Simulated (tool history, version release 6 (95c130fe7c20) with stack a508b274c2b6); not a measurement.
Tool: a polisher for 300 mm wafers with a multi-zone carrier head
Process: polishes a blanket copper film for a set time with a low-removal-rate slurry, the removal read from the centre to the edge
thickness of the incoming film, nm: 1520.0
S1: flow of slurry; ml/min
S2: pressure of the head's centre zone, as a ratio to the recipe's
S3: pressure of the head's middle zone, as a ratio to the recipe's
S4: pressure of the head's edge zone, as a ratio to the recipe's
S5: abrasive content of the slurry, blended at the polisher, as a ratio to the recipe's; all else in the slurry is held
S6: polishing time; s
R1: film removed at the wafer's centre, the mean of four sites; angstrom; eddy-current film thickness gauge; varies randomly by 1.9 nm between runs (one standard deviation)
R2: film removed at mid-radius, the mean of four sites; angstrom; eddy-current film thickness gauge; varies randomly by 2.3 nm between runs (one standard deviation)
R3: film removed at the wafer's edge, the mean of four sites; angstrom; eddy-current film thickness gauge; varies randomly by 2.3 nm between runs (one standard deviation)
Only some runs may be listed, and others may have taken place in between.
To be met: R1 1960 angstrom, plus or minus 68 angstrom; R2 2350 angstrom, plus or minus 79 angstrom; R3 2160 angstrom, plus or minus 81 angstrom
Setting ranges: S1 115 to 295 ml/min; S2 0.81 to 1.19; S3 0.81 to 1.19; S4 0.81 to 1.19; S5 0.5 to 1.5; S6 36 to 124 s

run	day	S1	S2	S3	S4	S5	S6	R1	R2	R3
1	0	190	1	1	1	1	79	1504.3	1515.9	1499.3
2	0.117	190	1	1	1	1	98	1909.4	1872.7	1844.1
3	0.271	205	0.98	1.05	1.05	1.05	98	1945.3	1974	1920.8
4	0.321	215	0.94	1.09	1.08	1.15	99	1924.4	2120.1	2003.9
5	0.55	225	0.93	1.11	1.1	1.2	99	1964.2	2259.8	2053.6
6	0.825	225	0.93	1.11	1.1	1.2	110	2161.7	2484.9	2294.5
7	1.146	210	0.92	1.11	1.08	1.2	110	2090.3	2482.3	2239.7
8	1.45	200	0.92	1.1	1.08	1.2	110	2088.9	2428.3	2187

Consider the 4 candidate settings below. Which is the only one whose results all fall within their allowed miss of target?
A	1.754	160	0.95	1.17	1	1.25	116	?	?	?
B	1.754	145	0.95	1.19	0.96	1.25	123	?	?	?
C	1.754	215	0.94	0.99	1.1	1.1	116	?	?	?
D	1.754	245	0.86	1.07	1.03	1.45	103	?	?	?

move	R1	R2	R3
A	2146.8	2570.5	2183
B	2204.2	2688.9	2226.8
C	2233.1	2323.6	2341.8
D	1984.5	2389.5	2167
A: its largest miss is bigger than the last run's
B: its largest miss is bigger than the last run's
C: its largest miss is bigger than the last run's
D: all results land within tolerance of their targets
D meets every target.
